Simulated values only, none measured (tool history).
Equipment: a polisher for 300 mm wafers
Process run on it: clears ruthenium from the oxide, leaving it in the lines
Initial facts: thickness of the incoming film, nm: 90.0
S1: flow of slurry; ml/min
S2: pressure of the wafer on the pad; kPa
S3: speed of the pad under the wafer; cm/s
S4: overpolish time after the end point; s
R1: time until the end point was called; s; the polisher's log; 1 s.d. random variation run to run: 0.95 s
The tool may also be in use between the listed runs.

run 1 hour=0 | S1=215 S2=14.5 S3=100 S4=5 | R1=94.051
run 2 hour=0.8 | S1=215 S2=14.5 S3=88 S4=5 | R1=99.267
run 3 hour=5.2 | S1=215 S2=15.2 S3=88 S4=5 | R1=98.547
run 4 hour=7.5 | S1=215 S2=17.2 S3=88 S4=5 | R1=88.46
run 5 hour=13.4 | S1=215 S2=17.2 S3=106 S4=5 | R1=81.883
run 6 hour=19.6 | S1=215 S2=15.2 S3=106 S4=5 | R1=84.959
run 7 hour=28.4 | S1=215 S2=15.9 S3=106 S4=5 | R1=85.447
run 8 hour=36.7 | S1=215 S2=16.5 S3=106 S4=5 | R1=83.751

Run 9 has not been measured yet. What should we expect?
run 9 hour=44.8 | S1=215 S2=17.2 S3=108 S4=5 | R1=?

For run 9 the tool returned R1 80.982 s.

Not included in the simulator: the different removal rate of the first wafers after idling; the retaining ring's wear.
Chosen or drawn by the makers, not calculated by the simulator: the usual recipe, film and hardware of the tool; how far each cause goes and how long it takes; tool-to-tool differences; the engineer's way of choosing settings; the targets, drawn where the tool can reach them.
